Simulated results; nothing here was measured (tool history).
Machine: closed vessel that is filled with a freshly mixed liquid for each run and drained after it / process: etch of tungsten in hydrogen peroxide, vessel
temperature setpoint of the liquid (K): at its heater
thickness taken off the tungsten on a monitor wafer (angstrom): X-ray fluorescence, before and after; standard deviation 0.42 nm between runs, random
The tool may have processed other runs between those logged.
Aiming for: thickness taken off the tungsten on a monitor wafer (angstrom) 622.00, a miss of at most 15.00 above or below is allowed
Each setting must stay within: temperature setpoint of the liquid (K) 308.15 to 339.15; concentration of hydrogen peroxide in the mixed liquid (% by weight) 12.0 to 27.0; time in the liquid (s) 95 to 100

run  hour  temperature setpoint of the liquid (K)  concentration of hydrogen peroxide in the mixed liquid (% by weight)  time in the liquid (s)  thickness taken off the tungsten on a monitor wafer (angstrom)
  1   0.0                                  324.15                                                                  18.0                      95                                                          787.31
  2   1.4                                  324.15                                                                  15.0                      95                                                          718.39
  3   4.1                                  324.15                                                                  15.0                      95                                                          721.73
  4  10.3                                  323.65                                                                  15.0                      95                                                          697.47
  5  17.4                                  323.65                                                                  15.0                      95                                                          694.36
  6  25.9                                  323.65                                                                  17.0                      95                                                          738.54
  7  30.6                                  323.15                                                                  17.0                      95                                                          708.17
  8  31.1                                  322.65                                                                  17.0                      95                                                          690.68
  9  31.6                                  322.15                                                                  17.0                      95                                                          677.04

Which of these 5 next moves meets every target?
  A  32.1                                  324.15                                                                  17.0                      95                                                               ?
  B  32.1                                  318.65                                                                  20.5                      95                                                               ?
  C  32.1                                  323.15                                                                  18.0                      95                                                               ?
  D  32.1                                  322.65                                                                  15.0                     100                                                               ?
  E  32.1                                  321.65                                                                  15.5                      95                                                               ?

move  thickness taken off the tungsten on a monitor wafer (angstrom)
   A                                                          762.91
   B                                                          596.39
   C                                                          738.61
   D                                                          688.36
   E                                                          625.10
A: its largest miss is bigger than the last run's
B: carries the result that was furthest off beyond its target, to the other side
C: its largest miss is bigger than the last run's
D: its largest miss is bigger than the last run's
E: meets every target
Go with E: it meets all targets.
